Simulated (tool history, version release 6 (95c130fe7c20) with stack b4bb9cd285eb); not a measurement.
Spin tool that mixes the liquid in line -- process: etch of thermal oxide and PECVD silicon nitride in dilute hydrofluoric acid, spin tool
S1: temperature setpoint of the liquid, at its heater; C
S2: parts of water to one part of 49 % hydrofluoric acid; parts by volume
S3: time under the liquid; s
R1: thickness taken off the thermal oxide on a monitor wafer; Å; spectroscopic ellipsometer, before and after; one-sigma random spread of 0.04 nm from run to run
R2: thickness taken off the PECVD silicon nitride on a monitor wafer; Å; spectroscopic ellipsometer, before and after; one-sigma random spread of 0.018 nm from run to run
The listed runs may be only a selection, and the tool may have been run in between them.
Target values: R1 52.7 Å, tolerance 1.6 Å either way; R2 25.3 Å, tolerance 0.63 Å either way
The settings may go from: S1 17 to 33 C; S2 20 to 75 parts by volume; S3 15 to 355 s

run 1 hour=0 | S1=25 S2=45 S3=180 | R1=215.88 R2=113.33
run 2 hour=6.3 | S1=23 S2=55 S3=155 | R1=135.91 R2=69.2
run 3 hour=10.7 | S1=23 S2=45 S3=155 | R1=167.69 R2=85.129
run 4 hour=14.4 | S1=21.5 S2=55 S3=140 | R1=116.21 R2=56.763
run 5 hour=21.9 | S1=21 S2=60 S3=125 | R1=90.879 R2=45.216
run 6 hour=28.9 | S1=21 S2=70 S3=125 | R1=77.493 R2=38.682
run 7 hour=31.1 | S1=20 S2=70 S3=115 | R1=69.552 R2=33.613
run 8 hour=37.9 | S1=20 S2=70 S3=115 | R1=68.872 R2=33.04
run 9 hour=40.3 | S1=20 S2=70 S3=105 | R1=62.452 R2=30.686
run 10 hour=42.8 | S1=18.5 S2=75 S3=105 | R1=54.534 R2=25.504
run 11 hour=44.1 | S1=18.5 S2=75 S3=100 | R1=51.975 R2=24.776

Exercise: of the 4 proposed moves below, exactly one satisfies all targets within the stated allowed misses. Which move is it?
run A hour=45.4 | S1=19 S2=75 S3=100 | R1=? R2=?
run B hour=45.4 | S1=19 S2=75 S3=95 | R1=? R2=?
run C hour=45.4 | S1=18 S2=60 S3=80 | R1=? R2=?
run D hour=45.4 | S1=17 S2=65 S3=95 | R1=? R2=?

move=A R1=53.753 R2=25.231
move=B R1=51.066 R2=23.97
move=C R1=52.399 R2=23.386
move=D R1=54.717 R2=23.948
A: each result inside its tolerance
B: further off than the last run
C: further off than the last run
D: further off than the last run
Go with A: it meets all targets.
